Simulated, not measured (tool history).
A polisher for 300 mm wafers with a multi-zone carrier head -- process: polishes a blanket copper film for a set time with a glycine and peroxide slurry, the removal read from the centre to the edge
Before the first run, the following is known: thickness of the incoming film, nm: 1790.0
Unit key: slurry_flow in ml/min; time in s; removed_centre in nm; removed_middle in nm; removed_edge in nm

{"run": 1, "day": 0.0, "slurry_flow": 195, "centre_zone": 1, "middle_zone": 1, "edge_zone": 1, "time": 87, "removed_centre": 672.48, "removed_middle": 692.34, "removed_edge": 687.15}
{"run": 2, "day": 0.058, "slurry_flow": 190, "centre_zone": 1.01, "middle_zone": 0.97, "edge_zone": 0.98, "time": 79, "removed_centre": 611.09, "removed_middle": 623.15, "removed_edge": 617.13}
{"run": 3, "day": 0.4, "slurry_flow": 190, "centre_zone": 1.01, "middle_zone": 0.94, "edge_zone": 0.98, "time": 79, "removed_centre": 612.4, "removed_middle": 576.95, "removed_edge": 620.5}
{"run": 4, "day": 0.717, "slurry_flow": 190, "centre_zone": 1.02, "middle_zone": 0.93, "edge_zone": 0.96, "time": 72, "removed_centre": 559.57, "removed_middle": 536.34, "removed_edge": 559.48}
{"run": 5, "day": 0.871, "slurry_flow": 190, "centre_zone": 0.94, "middle_zone": 0.93, "edge_zone": 0.96, "time": 72, "removed_centre": 519.85, "removed_middle": 534.59, "removed_edge": 564.74}
{"run": 6, "day": 1.179, "slurry_flow": 190, "centre_zone": 0.97, "middle_zone": 0.91, "edge_zone": 0.94, "time": 67, "removed_centre": 497.7, "removed_middle": 480.98, "removed_edge": 508.62}
{"run": 7, "day": 1.35, "slurry_flow": 155, "centre_zone": 1.03, "middle_zone": 0.81, "edge_zone": 0.84, "time": 51, "removed_centre": 391.33, "removed_middle": 319.61, "removed_edge": 362.16}
{"run": 8, "day": 1.529, "slurry_flow": 160, "centre_zone": 1.03, "middle_zone": 0.81, "edge_zone": 0.84, "time": 51, "removed_centre": 400.63, "removed_middle": 326.02, "removed_edge": 367.31}
{"run": 9, "day": 1.888, "slurry_flow": 165, "centre_zone": 1.03, "middle_zone": 0.81, "edge_zone": 0.84, "time": 51, "removed_centre": 393.67, "removed_middle": 316.27, "removed_edge": 359.16}
{"run": 10, "day": 2.267, "slurry_flow": 165, "centre_zone": 1.04, "middle_zone": 0.82, "edge_zone": 0.84, "time": 51, "removed_centre": 398.57, "removed_middle": 336.06, "removed_edge": 361.23}

Run 11 has not been measured yet. What should we expect?
{"run": 11, "day": 2.629, "slurry_flow": 165, "centre_zone": 1.05, "middle_zone": 0.82, "edge_zone": 0.85, "time": 51, "removed_centre": "?", "removed_middle": "?", "removed_edge": "?"}

removed_centre: 398.29 nm
removed_middle: 328.13 nm
removed_edge: 366.63 nm
